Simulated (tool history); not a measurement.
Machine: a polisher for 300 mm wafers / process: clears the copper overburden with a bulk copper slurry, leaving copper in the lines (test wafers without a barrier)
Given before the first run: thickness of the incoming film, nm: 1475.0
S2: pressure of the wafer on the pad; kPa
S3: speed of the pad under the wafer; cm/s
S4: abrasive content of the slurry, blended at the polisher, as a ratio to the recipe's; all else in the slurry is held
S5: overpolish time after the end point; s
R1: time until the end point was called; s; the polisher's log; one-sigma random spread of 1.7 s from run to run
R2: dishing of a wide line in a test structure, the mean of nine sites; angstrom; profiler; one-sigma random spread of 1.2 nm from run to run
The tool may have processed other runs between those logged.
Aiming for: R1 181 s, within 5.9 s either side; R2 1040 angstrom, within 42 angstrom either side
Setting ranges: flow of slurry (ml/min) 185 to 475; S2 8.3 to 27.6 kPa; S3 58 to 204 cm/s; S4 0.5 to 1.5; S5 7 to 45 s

{"run": 1, "day": 0.0, "flow of slurry (ml/min)": 305, "S2": 17.9, "S3": 130, "S4": 1, "S5": 23, "R1": 131.76, "R2": 930.08}
{"run": 2, "day": 0.167, "flow of slurry (ml/min)": 305, "S2": 20, "S3": 130, "S4": 1, "S5": 23, "R1": 120.49, "R2": 987.83}
{"run": 3, "day": 0.467, "flow of slurry (ml/min)": 305, "S2": 17.9, "S3": 128, "S4": 1, "S5": 28, "R1": 132.22, "R2": 1011.3}
{"run": 4, "day": 0.612, "flow of slurry (ml/min)": 305, "S2": 17.9, "S3": 104, "S4": 1, "S5": 28, "R1": 165.58, "R2": 943.89}
{"run": 5, "day": 0.925, "flow of slurry (ml/min)": 305, "S2": 15.2, "S3": 104, "S4": 1, "S5": 28, "R1": 192.52, "R2": 854.58}
{"run": 6, "day": 1.229, "flow of slurry (ml/min)": 305, "S2": 15.2, "S3": 104, "S4": 1.1, "S5": 28, "R1": 190.75, "R2": 881.11}
{"run": 7, "day": 1.504, "flow of slurry (ml/min)": 310, "S2": 15.2, "S3": 104, "S4": 1.15, "S5": 30, "R1": 187.09, "R2": 879.48}
{"run": 8, "day": 1.562, "flow of slurry (ml/min)": 305, "S2": 15.2, "S3": 104, "S4": 1.1, "S5": 32, "R1": 189.16, "R2": 917.7}
{"run": 9, "day": 1.942, "flow of slurry (ml/min)": 305, "S2": 15.2, "S3": 104, "S4": 1.1, "S5": 34, "R1": 186.86, "R2": 922.16}

5 next moves are on the table. One of them brings every result within its allowed miss. Which?
{"run": "A", "day": 2.321, "flow of slurry (ml/min)": 375, "S2": 15.9, "S3": 102, "S4": 1.1, "S5": 45, "R1": "?", "R2": "?"}
{"run": "B", "day": 2.321, "flow of slurry (ml/min)": 365, "S2": 14.5, "S3": 106, "S4": 1.3, "S5": 37, "R1": "?", "R2": "?"}
{"run": "C", "day": 2.321, "flow of slurry (ml/min)": 420, "S2": 20.7, "S3": 74, "S4": 0.85, "S5": 42, "R1": "?", "R2": "?"}
{"run": "D", "day": 2.321, "flow of slurry (ml/min)": 260, "S2": 16.5, "S3": 94, "S4": 1.15, "S5": 32, "R1": "?", "R2": "?"}
{"run": "E", "day": 2.321, "flow of slurry (ml/min)": 345, "S2": 17.2, "S3": 84, "S4": 1.15, "S5": 36, "R1": "?", "R2": "?"}

move=A R1=180.55 R2=1040.7
move=B R1=182.36 R2=966.43
move=C R1=201.08 R2=1048.5
move=D R1=191.84 R2=928.72
move=E R1=199.67 R2=963.66
A: in spec on every target
B: gains on the last run, yet a result remains outside its allowed miss
C: the worst result of the last run now meets its target, but another is out of spec
D: gains on the last run, yet a result remains outside its allowed miss
E: the biggest miss grows against the last run
A meets every target.
